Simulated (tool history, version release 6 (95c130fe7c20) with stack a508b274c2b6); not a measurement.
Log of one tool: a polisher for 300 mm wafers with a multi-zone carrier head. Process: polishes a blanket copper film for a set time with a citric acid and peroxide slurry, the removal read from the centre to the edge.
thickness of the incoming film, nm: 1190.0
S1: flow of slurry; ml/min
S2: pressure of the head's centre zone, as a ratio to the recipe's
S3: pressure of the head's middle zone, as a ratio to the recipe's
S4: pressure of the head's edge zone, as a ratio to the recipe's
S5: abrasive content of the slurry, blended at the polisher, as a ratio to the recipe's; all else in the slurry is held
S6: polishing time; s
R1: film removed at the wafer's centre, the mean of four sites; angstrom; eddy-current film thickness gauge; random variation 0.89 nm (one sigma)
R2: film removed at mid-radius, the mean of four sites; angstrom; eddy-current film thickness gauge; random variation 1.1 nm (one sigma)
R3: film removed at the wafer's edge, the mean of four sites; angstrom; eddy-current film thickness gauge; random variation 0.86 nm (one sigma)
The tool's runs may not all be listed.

Run 1, hour 0: S1 230 ml/min, S2 1, S3 1, S4 1, S5 1, S6 57 s. Result: R1 1224.8 angstrom, R2 1230.3 angstrom, R3 1239.8 angstrom.
Run 2, hour 4: S1 225 ml/min, S2 0.98, S3 0.99, S4 0.97, S5 0.85, S6 55 s. Result: R1 1127.4 angstrom, R2 1089.5 angstrom, R3 1096.6 angstrom.
Run 3, hour 8.6: S1 225 ml/min, S2 0.98, S3 0.99, S4 0.97, S5 0.65, S6 55 s. Result: R1 1012.1 angstrom, R2 1006.4 angstrom, R3 1001.3 angstrom.
Run 4, hour 13.5: S1 215 ml/min, S2 0.96, S3 0.98, S4 0.95, S5 0.65, S6 55 s. Result: R1 988.38 angstrom, R2 991.43 angstrom, R3 1000 angstrom.
Run 5, hour 21.3: S1 215 ml/min, S2 0.96, S3 0.98, S4 0.95, S5 0.5, S6 55 s. Result: R1 889.94 angstrom, R2 904.51 angstrom, R3 884.94 angstrom.
Run 6, hour 22.9: S1 215 ml/min, S2 0.96, S3 0.98, S4 0.95, S5 0.5, S6 67 s. Result: R1 1098.7 angstrom, R2 1063.2 angstrom, R3 1098.6 angstrom.
Run 7, hour 29.8: S1 210 ml/min, S2 0.94, S3 0.97, S4 0.93, S5 0.5, S6 65 s. Result: R1 1038.9 angstrom, R2 1063.3 angstrom, R3 1042.1 angstrom.
Run 8, hour 35.1: S1 195 ml/min, S2 0.9, S3 0.88, S4 0.92, S5 0.5, S6 57 s. Result: R1 861.98 angstrom, R2 815.7 angstrom, R3 898.8 angstrom.
Run 9, hour 43.2: S1 205 ml/min, S2 0.9, S3 0.9, S4 0.92, S5 0.5, S6 57 s. Result: R1 865.42 angstrom, R2 845.3 angstrom, R3 901.5 angstrom.
Run 10, hour 51.6: S1 215 ml/min, S2 0.9, S3 0.91, S4 0.92, S5 0.5, S6 57 s. Result: R1 869.59 angstrom, R2 861.72 angstrom, R3 916.44 angstrom.

Forecast run 11:
Run 11, hour 53.6: S1 220 ml/min, S2 0.9, S3 0.92, S4 0.91, S5 0.5, S6 57 s. Result: R1 ?, R2 ?, R3 ?.

{"run 11": {"R1": 878.2, "R2": 875.5, "R3": 903.14}}

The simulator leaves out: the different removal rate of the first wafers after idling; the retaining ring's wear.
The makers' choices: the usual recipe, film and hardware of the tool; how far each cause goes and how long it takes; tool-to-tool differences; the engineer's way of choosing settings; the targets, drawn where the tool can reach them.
